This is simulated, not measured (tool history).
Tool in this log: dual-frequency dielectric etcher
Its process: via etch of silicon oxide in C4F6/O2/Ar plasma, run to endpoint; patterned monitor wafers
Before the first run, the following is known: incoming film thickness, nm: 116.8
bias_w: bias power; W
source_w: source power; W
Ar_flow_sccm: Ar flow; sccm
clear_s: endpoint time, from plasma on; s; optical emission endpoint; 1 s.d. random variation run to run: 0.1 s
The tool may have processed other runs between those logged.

run 1 day=0 | bias_w=568 source_w=320 Ar_flow_sccm=318 | clear_s=25.586
run 2 day=0.088 | bias_w=598 source_w=340 Ar_flow_sccm=313 | clear_s=23.95
run 3 day=0.446 | bias_w=598 source_w=340 Ar_flow_sccm=346 | clear_s=24.492
run 4 day=0.558 | bias_w=670 source_w=340 Ar_flow_sccm=346 | clear_s=23.136
run 5 day=0.796 | bias_w=609 source_w=340 Ar_flow_sccm=346 | clear_s=24.318
run 6 day=1.05 | bias_w=631 source_w=350 Ar_flow_sccm=343 | clear_s=23.745
-- day=1.392 wet clean of the chamber
run 7 day=1.392 | bias_w=653 source_w=360 Ar_flow_sccm=337 | clear_s=21.713

Run 8 is up next; what results do you expect?
run 8 day=1.429 | bias_w=670 source_w=360 Ar_flow_sccm=337 | clear_s=?

{"run 8": {"clear_s": 21.453}}
